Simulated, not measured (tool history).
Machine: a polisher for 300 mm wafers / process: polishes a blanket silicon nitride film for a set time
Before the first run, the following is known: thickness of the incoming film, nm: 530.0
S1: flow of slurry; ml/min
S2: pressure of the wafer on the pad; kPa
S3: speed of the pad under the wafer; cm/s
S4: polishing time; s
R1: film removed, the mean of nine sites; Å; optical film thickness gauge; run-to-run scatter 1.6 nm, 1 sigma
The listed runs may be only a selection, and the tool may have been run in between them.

run  hour   S1    S2   S3  S4       R1
  1   0.0  230  18.6  106  71   933.83
  2   1.2  230  20.7  106  71  1030.20
  3   8.2  230  20.7  106  75  1068.90
  4  16.4  230  20.7  106  75  1080.00
  5  22.3  180  20.7  106  75  1026.80
  6  29.7  200  22.1  106  75  1092.20
  7  30.9  200  26.9  108  75  1270.70
  8  31.7  210  26.9  110  75  1290.30
  9  34.8  215  26.9  112  75  1339.10
 10  41.2  220  26.9  112  75  1310.10

Estimate the outcome of run 11 from the log above:
 11  48.2  220  26.9  114  75   ?

{"run 11": {"R1": 1345.6}}

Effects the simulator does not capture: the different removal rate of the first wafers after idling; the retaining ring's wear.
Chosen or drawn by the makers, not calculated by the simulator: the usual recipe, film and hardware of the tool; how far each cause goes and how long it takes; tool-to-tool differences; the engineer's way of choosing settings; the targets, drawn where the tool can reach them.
